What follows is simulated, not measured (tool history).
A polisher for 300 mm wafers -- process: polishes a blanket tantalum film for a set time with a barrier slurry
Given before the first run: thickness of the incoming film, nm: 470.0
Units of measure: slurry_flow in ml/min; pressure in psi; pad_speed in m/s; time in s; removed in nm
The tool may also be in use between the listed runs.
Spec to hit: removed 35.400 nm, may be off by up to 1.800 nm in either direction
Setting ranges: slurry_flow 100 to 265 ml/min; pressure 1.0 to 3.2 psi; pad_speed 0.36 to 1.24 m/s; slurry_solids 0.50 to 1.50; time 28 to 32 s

Run 1, hour 0.0: slurry_flow 170 ml/min, pressure 2.1 psi, pad_speed 0.80 m/s, slurry_solids 1.00, time 32 s. Result: removed 43.075 nm.
Run 2, hour 1.4: slurry_flow 170 ml/min, pressure 2.1 psi, pad_speed 0.90 m/s, slurry_solids 1.00, time 32 s. Result: removed 48.013 nm.
Run 3, hour 8.5: slurry_flow 145 ml/min, pressure 2.1 psi, pad_speed 0.90 m/s, slurry_solids 1.00, time 32 s. Result: removed 46.077 nm.
Run 4, hour 13.9: slurry_flow 145 ml/min, pressure 2.0 psi, pad_speed 0.90 m/s, slurry_solids 1.00, time 32 s. Result: removed 44.291 nm.
Run 5, hour 15.9: slurry_flow 145 ml/min, pressure 2.2 psi, pad_speed 0.90 m/s, slurry_solids 1.00, time 32 s. Result: removed 49.638 nm.
Run 6, hour 19.0: slurry_flow 145 ml/min, pressure 2.1 psi, pad_speed 0.90 m/s, slurry_solids 1.00, time 32 s. Result: removed 47.401 nm.
Run 7, hour 22.3: slurry_flow 145 ml/min, pressure 2.0 psi, pad_speed 0.90 m/s, slurry_solids 1.00, time 32 s. Result: removed 46.116 nm.
Run 8, hour 24.5: slurry_flow 145 ml/min, pressure 1.9 psi, pad_speed 0.90 m/s, slurry_solids 1.00, time 32 s. Result: removed 43.070 nm.

Which single option among these 5 for the next run brings every result within its allowed miss of target? Just one does.
Run A, hour 26.7: slurry_flow 175 ml/min, pressure 2.0 psi, pad_speed 0.78 m/s, slurry_solids 1.05, time 28 s. Result: removed ?.
Run B, hour 26.7: slurry_flow 145 ml/min, pressure 1.9 psi, pad_speed 0.92 m/s, slurry_solids 1.05, time 29 s. Result: removed ?.
Run C, hour 26.7: slurry_flow 175 ml/min, pressure 2.3 psi, pad_speed 1.02 m/s, slurry_solids 0.95, time 32 s. Result: removed ?.
Run D, hour 26.7: slurry_flow 120 ml/min, pressure 1.8 psi, pad_speed 0.96 m/s, slurry_solids 1.00, time 32 s. Result: removed ?.
Run E, hour 26.7: slurry_flow 105 ml/min, pressure 1.6 psi, pad_speed 1.04 m/s, slurry_solids 1.00, time 31 s. Result: removed ?.

move  removed
   A   36.541
   B   41.380
   C   58.696
   D   43.286
   E   40.195
A: hits every target within its allowed miss
B: closer than the last run, but not yet in spec
C: lands further from the targets than the last run did
D: about as far from the targets as the last run
E: closer than the last run, but not yet in spec
So the answer is move A, the one that meets all the targets.

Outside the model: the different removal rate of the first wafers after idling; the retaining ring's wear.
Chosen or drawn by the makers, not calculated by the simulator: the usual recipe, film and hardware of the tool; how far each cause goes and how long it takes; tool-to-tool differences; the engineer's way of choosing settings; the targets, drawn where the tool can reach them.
